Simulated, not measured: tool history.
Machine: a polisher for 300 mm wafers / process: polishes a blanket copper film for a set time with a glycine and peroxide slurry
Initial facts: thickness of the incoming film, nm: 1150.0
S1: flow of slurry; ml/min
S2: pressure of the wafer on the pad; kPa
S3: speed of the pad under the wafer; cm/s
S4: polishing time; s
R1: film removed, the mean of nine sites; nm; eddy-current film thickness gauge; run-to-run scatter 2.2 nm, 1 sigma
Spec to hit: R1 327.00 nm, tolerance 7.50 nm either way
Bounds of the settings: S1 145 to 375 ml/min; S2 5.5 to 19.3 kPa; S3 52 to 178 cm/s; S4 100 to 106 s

run	hour	S1	S2	S3	S4	R1
1	0.0	240	12.4	114	100	479.06
2	6.1	240	12.4	114	100	481.93
3	14.0	240	13.8	114	100	518.28
4	17.4	235	11.7	114	100	463.11
5	23.8	230	9.7	114	100	404.01
6	32.7	195	9.7	114	100	395.61
7	37.4	175	6.2	112	100	300.15
8	38.3	195	6.2	112	100	304.08
9	44.4	210	6.2	112	100	303.16

Which single option among these 4 for the next run brings every result within its allowed miss of target? Just one does.
A	50.5	210	6.2	116	105	?
B	50.5	200	6.2	98	104	?
C	50.5	215	6.2	112	103	?
D	50.5	160	5.5	128	103	?

move	R1
A	326.98
B	288.47
C	314.46
D	307.76
A: all results in spec
B: lands further from the targets than the last run did
C: better than the last run, though not everything is in spec
D: better than the last run, though not everything is in spec
A meets every target.

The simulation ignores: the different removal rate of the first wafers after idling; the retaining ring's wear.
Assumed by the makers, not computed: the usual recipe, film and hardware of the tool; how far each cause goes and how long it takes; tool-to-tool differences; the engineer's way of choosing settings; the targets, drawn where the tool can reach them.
